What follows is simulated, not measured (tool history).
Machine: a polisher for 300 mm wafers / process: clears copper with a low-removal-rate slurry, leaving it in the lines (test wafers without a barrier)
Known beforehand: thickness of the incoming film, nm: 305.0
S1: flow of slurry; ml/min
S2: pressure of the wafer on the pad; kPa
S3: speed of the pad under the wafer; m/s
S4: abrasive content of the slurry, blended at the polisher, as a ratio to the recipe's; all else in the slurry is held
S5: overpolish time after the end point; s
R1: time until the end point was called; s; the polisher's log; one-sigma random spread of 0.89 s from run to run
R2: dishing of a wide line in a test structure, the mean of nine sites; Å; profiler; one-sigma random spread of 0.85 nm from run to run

{"run": 1, "day": 0.0, "S1": 180, "S2": 24.1, "S3": 0.88, "S4": 1.0, "S5": 14, "R1": 79.507, "R2": 338.51}
{"run": 2, "day": 0.158, "S1": 180, "S2": 22.1, "S3": 0.88, "S4": 1.0, "S5": 14, "R1": 87.961, "R2": 308.56}
{"run": 3, "day": 0.388, "S1": 180, "S2": 22.1, "S3": 0.88, "S4": 0.85, "S5": 14, "R1": 91.64, "R2": 301.71}
{"run": 4, "day": 0.704, "S1": 180, "S2": 22.1, "S3": 0.88, "S4": 0.85, "S5": 15, "R1": 90.289, "R2": 315.37}
{"run": 5, "day": 0.996, "S1": 180, "S2": 22.1, "S3": 0.88, "S4": 0.65, "S5": 15, "R1": 97.213, "R2": 306.78}
{"run": 6, "day": 1.229, "S1": 180, "S2": 22.1, "S3": 0.88, "S4": 0.65, "S5": 16, "R1": 96.775, "R2": 331.81}
{"run": 7, "day": 1.408, "S1": 185, "S2": 23.4, "S3": 0.88, "S4": 0.6, "S5": 18, "R1": 94.389, "R2": 380.5}

Run 8 is up next; what results do you expect?
{"run": 8, "day": 1.688, "S1": 185, "S2": 23.4, "S3": 0.88, "S4": 0.6, "S5": 18, "R1": "?", "R2": "?"}

{"run 8": {"R1": 91.393, "R2": 372.34}}

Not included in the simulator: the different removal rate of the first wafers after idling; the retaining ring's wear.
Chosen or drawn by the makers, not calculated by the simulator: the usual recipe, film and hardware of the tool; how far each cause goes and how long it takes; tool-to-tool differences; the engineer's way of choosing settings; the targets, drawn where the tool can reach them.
